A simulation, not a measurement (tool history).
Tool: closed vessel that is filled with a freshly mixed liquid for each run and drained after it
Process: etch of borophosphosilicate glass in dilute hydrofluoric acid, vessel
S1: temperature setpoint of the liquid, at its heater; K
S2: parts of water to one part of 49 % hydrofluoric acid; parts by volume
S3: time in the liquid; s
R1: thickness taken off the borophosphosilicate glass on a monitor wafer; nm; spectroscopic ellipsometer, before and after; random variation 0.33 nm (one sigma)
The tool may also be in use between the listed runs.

{"run": 1, "day": 0.0, "S1": 294.15, "S2": 85, "S3": 100, "R1": 85.137}
{"run": 2, "day": 0.129, "S1": 292.65, "S2": 90, "S3": 100, "R1": 75.853}
{"run": 3, "day": 0.233, "S1": 292.65, "S2": 90, "S3": 105, "R1": 80.093}
{"run": 4, "day": 0.333, "S1": 291.65, "S2": 95, "S3": 105, "R1": 72.12}
{"run": 5, "day": 0.371, "S1": 290.15, "S2": 95, "S3": 105, "R1": 67.784}
{"run": 6, "day": 0.454, "S1": 291.65, "S2": 95, "S3": 105, "R1": 72.534}
{"run": 7, "day": 0.567, "S1": 291.15, "S2": 100, "S3": 105, "R1": 67.129}

The next listed run, before its measurement:
{"run": 8, "day": 0.8, "S1": 290.65, "S2": 105, "S3": 105, "R1": "?"}

R1: 61.743 nm
